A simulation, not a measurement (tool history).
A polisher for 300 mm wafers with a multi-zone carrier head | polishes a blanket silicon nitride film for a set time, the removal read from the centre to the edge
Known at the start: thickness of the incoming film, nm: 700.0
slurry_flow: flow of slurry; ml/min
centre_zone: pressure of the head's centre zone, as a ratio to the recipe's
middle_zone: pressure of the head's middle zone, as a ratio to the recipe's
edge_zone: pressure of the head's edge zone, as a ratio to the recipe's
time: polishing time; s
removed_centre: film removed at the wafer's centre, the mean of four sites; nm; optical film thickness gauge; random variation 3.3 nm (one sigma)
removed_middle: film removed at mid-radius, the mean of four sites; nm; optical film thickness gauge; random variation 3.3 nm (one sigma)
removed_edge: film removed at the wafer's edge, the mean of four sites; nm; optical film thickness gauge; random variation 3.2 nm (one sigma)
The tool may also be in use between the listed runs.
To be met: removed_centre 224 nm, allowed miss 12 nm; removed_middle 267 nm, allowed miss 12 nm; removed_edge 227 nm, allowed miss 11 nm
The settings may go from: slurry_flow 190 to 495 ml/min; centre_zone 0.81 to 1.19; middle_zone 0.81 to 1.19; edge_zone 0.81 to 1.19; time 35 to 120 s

run  hour  slurry_flow  centre_zone  middle_zone  edge_zone  time  removed_centre  removed_middle  removed_edge
  1     0          320            1            1          1    77          197.34          199.23         192.4
  2   5.5          320            1         1.03       1.01    79             200          206.89        197.65
  3   7.1          320            1         1.06          1    82          205.41          221.26        198.79
  4  14.4          320            1         1.06       0.95    82          211.47          221.39        198.06
  5  19.6          345            1         1.06       0.95    82          214.12          223.51        202.08
  6  26.6          345            1         1.01       0.95    82          210.77          210.46        202.07
  7  33.6          345         0.99         1.03       0.96    84          210.84          218.68        197.87
  8  42.1          330            1         1.05       0.99    85          216.71          221.58        213.57

4 next moves are on the table. One of them brings every result within its allowed miss. Which?
  A  50.6          325         0.96         1.11       1.09    87               ?               ?             ?
  B  50.6          250         0.92         1.11       0.96    97               ?               ?             ?
  C  50.6          265            1         1.01       1.06    87               ?               ?             ?
  D  50.6          330         1.06         0.94       0.96    84               ?               ?             ?

move  removed_centre  removed_middle  removed_edge
   A          213.43          244.21        226.42
   B          221.35          265.21        233.23
   C          217.35          220.81        220.32
   D          227.78          205.03         206.8
A: nearer than the last run, and not there yet
B: meets every target
C: as far off as the last run
D: further off than the last run
The right move is B.
